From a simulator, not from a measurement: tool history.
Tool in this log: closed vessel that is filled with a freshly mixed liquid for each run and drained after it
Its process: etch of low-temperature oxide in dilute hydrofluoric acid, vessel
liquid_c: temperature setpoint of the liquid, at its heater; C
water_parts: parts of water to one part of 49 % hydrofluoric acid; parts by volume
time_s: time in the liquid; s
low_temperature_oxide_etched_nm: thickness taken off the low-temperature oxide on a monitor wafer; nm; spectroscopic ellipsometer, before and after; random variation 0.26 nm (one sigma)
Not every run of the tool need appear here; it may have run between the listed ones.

| run | hour | liquid_c | water_parts | time_s | low_temperature_oxide_etched_nm |
|---|---|---|---|---|---|
| 1 | 0.0 | 20.0 | 110 | 65 | 12.3070 |
| 2 | 1.0 | 20.0 | 145 | 65 | 9.0368 |
| 3 | 3.4 | 22.5 | 105 | 65 | 14.3960 |
| 4 | 4.6 | 24.5 | 80 | 65 | 21.0450 |
| 5 | 10.9 | 24.5 | 80 | 65 | 20.9380 |
| 6 | 11.5 | 24.5 | 100 | 65 | 16.3790 |
| 7 | 20.5 | 25.5 | 80 | 65 | 21.7340 |
| 8 | 24.9 | 26.5 | 70 | 65 | 26.3710 |
| 9 | 26.5 | 27.0 | 65 | 65 | 29.3870 |

What does the tool deliver on the next run?
| 10 | 30.2 | 27.5 | 65 | 65 | ? |

{"run 10": {"low_temperature_oxide_etched_nm": 29.639}}
